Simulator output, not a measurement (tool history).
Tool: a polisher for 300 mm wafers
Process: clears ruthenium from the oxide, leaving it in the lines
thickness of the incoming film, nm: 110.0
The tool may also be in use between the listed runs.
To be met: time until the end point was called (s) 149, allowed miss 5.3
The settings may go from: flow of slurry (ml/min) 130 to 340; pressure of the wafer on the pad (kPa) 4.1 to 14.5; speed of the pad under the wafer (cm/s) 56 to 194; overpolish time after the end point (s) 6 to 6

| run | day | flow of slurry (ml/min) | pressure of the wafer on the pad (kPa) | speed of the pad under the wafer (cm/s) | overpolish time after the end point (s) | time until the end point was called (s) |
|---|---|---|---|---|---|---|
| 1 | 0 | 220 | 9 | 124 | 6 | 128.29 |
| 2 | 0.258 | 220 | 11.7 | 124 | 6 | 95.86 |
| 3 | 0.562 | 220 | 11.7 | 152 | 6 | 83.735 |
| 4 | 0.629 | 245 | 11.7 | 152 | 6 | 83.808 |
| 5 | 0.75 | 245 | 11.7 | 152 | 6 | 82.911 |
| 6 | 0.917 | 245 | 10.3 | 150 | 6 | 96.577 |
| 7 | 1.062 | 245 | 9 | 148 | 6 | 108.48 |
| 8 | 1.417 | 245 | 9 | 148 | 6 | 109.86 |
| 9 | 1.742 | 245 | 8.3 | 148 | 6 | 118.49 |
| 10 | 2.033 | 245 | 8.3 | 148 | 6 | 117.67 |
| 11 | 2.404 | 245 | 7.6 | 148 | 6 | 128.09 |
| 12 | 2.475 | 245 | 6.9 | 148 | 6 | 142.42 |
| 13 | 2.708 | 240 | 6.9 | 148 | 6 | 140.5 |

4 next moves are on the table. One of them brings every result within its allowed miss. Which?
| A | 2.942 | 245 | 5.5 | 176 | 6 | ? |
| B | 2.942 | 225 | 6.9 | 128 | 6 | ? |
| C | 2.942 | 220 | 6.9 | 160 | 6 | ? |
| D | 2.942 | 230 | 7.6 | 146 | 6 | ? |

| move | time until the end point was called (s) |
|---|---|
| A | 153.02 |
| B | 162.11 |
| C | 135.45 |
| D | 132.63 |
A: meets every target
B: takes the result that was furthest off past its target
C: further off than the last run
D: further off than the last run
The right move is A.

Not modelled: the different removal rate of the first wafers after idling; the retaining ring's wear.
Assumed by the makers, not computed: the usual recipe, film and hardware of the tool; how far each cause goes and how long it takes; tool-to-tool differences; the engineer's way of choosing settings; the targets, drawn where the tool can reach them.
